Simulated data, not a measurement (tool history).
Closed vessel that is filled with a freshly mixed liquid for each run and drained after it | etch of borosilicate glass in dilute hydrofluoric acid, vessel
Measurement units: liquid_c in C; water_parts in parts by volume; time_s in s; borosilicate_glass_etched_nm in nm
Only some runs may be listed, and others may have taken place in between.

run,day,liquid_c,water_parts,time_s,borosilicate_glass_etched_nm
1,0,20,65,40,12.765
2,0.125,19,70,40,11.402
3,0.329,19,80,40,9.8515
4,0.583,18.5,80,40,9.4988
5,0.954,18.5,80,30,7.2088
6,1.025,18.5,80,40,9.6855

Run 7 is up next; what results do you expect?
7,1.262,18,85,40,?

borosilicate_glass_etched_nm: 8.7201 nm
